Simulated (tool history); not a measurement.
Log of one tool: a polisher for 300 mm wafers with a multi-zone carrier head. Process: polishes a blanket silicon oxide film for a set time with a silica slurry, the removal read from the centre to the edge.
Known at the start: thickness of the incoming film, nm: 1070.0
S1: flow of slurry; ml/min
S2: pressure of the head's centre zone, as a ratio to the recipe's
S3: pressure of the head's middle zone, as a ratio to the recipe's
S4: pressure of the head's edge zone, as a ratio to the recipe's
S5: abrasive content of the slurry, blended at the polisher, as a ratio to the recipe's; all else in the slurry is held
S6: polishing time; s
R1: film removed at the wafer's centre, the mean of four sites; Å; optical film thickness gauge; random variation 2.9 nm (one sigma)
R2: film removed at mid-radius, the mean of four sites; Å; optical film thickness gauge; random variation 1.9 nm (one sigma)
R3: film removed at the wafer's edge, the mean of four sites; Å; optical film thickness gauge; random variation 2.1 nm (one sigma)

run  hour   S1    S2    S3    S4    S5   S6      R1      R2      R3
  1   0.0  295  1.00  1.00  1.00  1.00   87  2883.1  2774.5  2726.7
  2   1.1  295  1.06  1.00  1.00  1.00   87  3053.8  2793.4  2752.7
  3   1.8  295  1.06  1.00  1.00  1.00  106  3647.7  3398.3  3318.3
  4   5.9  290  1.05  0.97  0.98  0.90  105  3397.1  3058.7  3024.8
  5   9.3  255  1.05  0.97  0.98  0.90  105  3327.1  2984.9  3001.4
  6  16.8  255  1.05  1.02  0.98  0.90  105  3283.2  3124.9  2994.1
  7  23.1  245  1.03  0.99  0.96  0.85  105  3138.0  2911.0  2819.1

Run 8 comes next. What will it give?
  8  24.0  235  1.00  0.96  0.94  0.85  105   ?   ?   ?

{"run 8": {"R1": 3006.7, "R2": 2850.1, "R3": 2769.5}}
